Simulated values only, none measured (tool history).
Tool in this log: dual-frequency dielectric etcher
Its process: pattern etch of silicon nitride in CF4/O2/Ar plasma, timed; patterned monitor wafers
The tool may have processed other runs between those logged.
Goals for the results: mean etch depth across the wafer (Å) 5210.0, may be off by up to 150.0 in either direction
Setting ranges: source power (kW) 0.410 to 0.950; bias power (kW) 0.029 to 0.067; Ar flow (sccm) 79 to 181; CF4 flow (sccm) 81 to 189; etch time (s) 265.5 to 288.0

run  hour  source power (kW)  bias power (kW)  Ar flow (sccm)  CF4 flow (sccm)  etch time (s)  mean etch depth across the wafer (Å)
  1   0.0              0.680            0.048             130              135          288.0                                7229.2
  2   7.9              0.680            0.048             130              135          288.0                                7178.7
  3  16.0              0.610            0.047             131              135          288.0                                6428.3
  4  24.6              0.570            0.047             131              135          288.0                                6006.1
  5  33.2              0.570            0.055             131              135          288.0                                6280.3
  6  35.4              0.530            0.055             131              135          288.0                                5827.1
  7  44.4              0.510            0.055             131              135          288.0                                5594.6
  8  50.3              0.500            0.055             131              135          288.0                                5483.2
  9  55.9              0.490            0.055             131              135          288.0                                5369.4
 10  56.8              0.460            0.055             131              135          288.0                                5023.5

4 next moves are on the table. One of them brings every result within its allowed miss. Which?
  A  57.7              0.490            0.050             121              141          280.0                                     ?
  B  57.7              0.510            0.057             123              124          288.0                                     ?
  C  57.7              0.500            0.055             131              138          288.0                                     ?
  D  57.7              0.520            0.049             136              142          288.0                                     ?

move  mean etch depth across the wafer (Å)
   A                                5178.9
   B                                5636.7
   C                                5520.5
   D                                5549.9
A: every result lands within tolerance
B: takes the result that was furthest off past its target
C: takes the result that was furthest off past its target
D: takes the result that was furthest off past its target
Go with A: it meets all targets.

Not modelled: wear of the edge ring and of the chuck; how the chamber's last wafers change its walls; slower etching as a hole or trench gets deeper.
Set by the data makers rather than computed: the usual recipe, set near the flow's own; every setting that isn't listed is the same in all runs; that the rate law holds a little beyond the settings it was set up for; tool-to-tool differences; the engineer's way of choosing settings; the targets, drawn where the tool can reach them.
